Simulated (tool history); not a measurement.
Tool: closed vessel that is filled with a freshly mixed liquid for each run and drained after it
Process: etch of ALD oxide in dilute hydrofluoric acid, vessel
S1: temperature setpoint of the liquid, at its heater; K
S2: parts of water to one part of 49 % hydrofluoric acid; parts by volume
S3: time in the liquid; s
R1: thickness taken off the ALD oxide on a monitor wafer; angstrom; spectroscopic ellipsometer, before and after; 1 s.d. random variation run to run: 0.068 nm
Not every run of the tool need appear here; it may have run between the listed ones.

run,day,S1,S2,S3,R1
1,0,294.15,150,55,50.643
2,0.125,296.15,135,55,62.187
3,0.429,296.15,135,55,62.137
4,0.783,297.65,125,55,71.407
5,0.842,298.65,120,55,78.608
6,1.088,301.65,120,55,87.748
7,1.321,301.65,115,55,90.886

Predict the results of run 8:
8,1.521,301.65,110,55,?

{"run 8": {"R1": 97.284}}
